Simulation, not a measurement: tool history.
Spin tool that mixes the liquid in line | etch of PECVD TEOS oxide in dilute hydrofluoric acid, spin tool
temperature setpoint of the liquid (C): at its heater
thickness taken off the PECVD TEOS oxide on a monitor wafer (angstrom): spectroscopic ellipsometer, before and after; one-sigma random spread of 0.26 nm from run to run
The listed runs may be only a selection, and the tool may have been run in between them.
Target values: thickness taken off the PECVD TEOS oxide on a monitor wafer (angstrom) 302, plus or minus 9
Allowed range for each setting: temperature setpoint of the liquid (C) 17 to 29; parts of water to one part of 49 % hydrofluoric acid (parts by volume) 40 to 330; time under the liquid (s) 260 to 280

run	hour	temperature setpoint of the liquid (C)	parts of water to one part of 49 % hydrofluoric acid (parts by volume)	time under the liquid (s)	thickness taken off the PECVD TEOS oxide on a monitor wafer (angstrom)
1	0	21	185	260	116.43
2	4.4	21	185	280	124.3
3	13.2	21	185	280	126.85
4	22	23.5	155	280	171.41
5	27	26.5	155	280	190.69
6	33.4	27	135	280	229.52
7	40.6	29	105	280	331.56
8	43	28.5	105	280	323.12
9	44.4	28	105	280	322.26
10	53.1	27.5	105	280	312.48

Consider the 4 candidate settings below. Which is the only one whose results all fall within their allowed miss of target?
A	61.8	27	100	280	?
B	61.8	29	115	280	?
C	61.8	27	95	265	?
D	61.8	28.5	100	265	?

move	thickness taken off the PECVD TEOS oxide on a monitor wafer (angstrom)
A	327.72
B	301.36
C	328.65
D	328.49
A: moves away from the targets compared with the last run
B: in spec on every target
C: moves away from the targets compared with the last run
D: moves away from the targets compared with the last run
So the answer is move B, the one that meets all the targets.
